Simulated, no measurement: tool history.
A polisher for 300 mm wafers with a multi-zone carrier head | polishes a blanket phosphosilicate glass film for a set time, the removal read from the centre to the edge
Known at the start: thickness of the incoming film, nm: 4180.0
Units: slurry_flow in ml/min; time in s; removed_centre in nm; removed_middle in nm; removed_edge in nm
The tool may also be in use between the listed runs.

Run 1, hour 0.0: slurry_flow 265 ml/min, centre_zone 1.00, middle_zone 1.00, edge_zone 1.00, slurry_solids 1.00, time 63 s. Result: removed_centre 434.89 nm, removed_middle 422.43 nm, removed_edge 433.40 nm.
Run 2, hour 5.6: slurry_flow 270 ml/min, centre_zone 1.02, middle_zone 1.00, edge_zone 1.01, slurry_solids 1.00, time 63 s. Result: removed_centre 441.45 nm, removed_middle 428.26 nm, removed_edge 439.83 nm.
Run 3, hour 13.5: slurry_flow 270 ml/min, centre_zone 1.02, middle_zone 1.00, edge_zone 1.01, slurry_solids 1.10, time 63 s. Result: removed_centre 463.75 nm, removed_middle 450.14 nm, removed_edge 457.72 nm.
Run 4, hour 19.0: slurry_flow 270 ml/min, centre_zone 1.02, middle_zone 1.00, edge_zone 0.95, slurry_solids 1.10, time 63 s. Result: removed_centre 460.16 nm, removed_middle 444.75 nm, removed_edge 442.38 nm.
Run 5, hour 23.9: slurry_flow 270 ml/min, centre_zone 1.02, middle_zone 1.00, edge_zone 0.89, slurry_solids 1.10, time 63 s. Result: removed_centre 463.97 nm, removed_middle 446.17 nm, removed_edge 429.18 nm.
Run 6, hour 29.3: slurry_flow 270 ml/min, centre_zone 1.02, middle_zone 1.00, edge_zone 0.89, slurry_solids 0.95, time 63 s. Result: removed_centre 437.67 nm, removed_middle 423.74 nm, removed_edge 405.01 nm.
Run 7, hour 30.7: slurry_flow 275 ml/min, centre_zone 1.04, middle_zone 1.00, edge_zone 0.91, slurry_solids 0.95, time 63 s. Result: removed_centre 444.53 nm, removed_middle 416.16 nm, removed_edge 411.35 nm.
Run 8, hour 34.0: slurry_flow 310 ml/min, centre_zone 1.14, middle_zone 1.05, edge_zone 1.01, slurry_solids 1.15, time 63 s. Result: removed_centre 531.85 nm, removed_middle 486.86 nm, removed_edge 466.74 nm.

The next listed run, before its measurement:
Run 9, hour 41.6: slurry_flow 305 ml/min, centre_zone 1.14, middle_zone 1.04, edge_zone 1.01, slurry_solids 1.15, time 63 s. Result: removed_centre ?, removed_middle ?, removed_edge ?.

Run 9 gave removed_centre 532.99 nm, removed_middle 479.97 nm, removed_edge 472.23 nm.
